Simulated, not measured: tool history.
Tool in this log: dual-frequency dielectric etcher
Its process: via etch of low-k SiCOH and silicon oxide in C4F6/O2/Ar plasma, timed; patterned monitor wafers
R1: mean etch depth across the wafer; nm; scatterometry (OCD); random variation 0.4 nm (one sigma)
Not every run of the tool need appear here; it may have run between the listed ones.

run 1 hour=0.0 | source_power_(kW)=0.420 bias_power_(kW)=0.201 etch_time_(s)=31 | R1=92.960
run 2 hour=2.2 | source_power_(kW)=0.440 bias_power_(kW)=0.203 etch_time_(s)=31 | R1=94.774
run 3 hour=3.4 | source_power_(kW)=0.460 bias_power_(kW)=0.205 etch_time_(s)=31 | R1=98.027
run 4 hour=8.5 | source_power_(kW)=0.410 bias_power_(kW)=0.205 etch_time_(s)=31 | R1=93.339
run 5 hour=15.8 | source_power_(kW)=0.410 bias_power_(kW)=0.205 etch_time_(s)=29 | R1=87.451
run 6 hour=23.1 | source_power_(kW)=0.440 bias_power_(kW)=0.207 etch_time_(s)=29 | R1=89.626
run 7 hour=28.3 | source_power_(kW)=0.470 bias_power_(kW)=0.214 etch_time_(s)=29 | R1=94.297
run 8 hour=29.6 | source_power_(kW)=0.490 bias_power_(kW)=0.216 etch_time_(s)=29 | R1=96.194

What does the tool deliver on the next run?
run 9 hour=36.0 | source_power_(kW)=0.490 bias_power_(kW)=0.216 etch_time_(s)=29 | R1=?

{"run 9": {"R1": 95.677}}

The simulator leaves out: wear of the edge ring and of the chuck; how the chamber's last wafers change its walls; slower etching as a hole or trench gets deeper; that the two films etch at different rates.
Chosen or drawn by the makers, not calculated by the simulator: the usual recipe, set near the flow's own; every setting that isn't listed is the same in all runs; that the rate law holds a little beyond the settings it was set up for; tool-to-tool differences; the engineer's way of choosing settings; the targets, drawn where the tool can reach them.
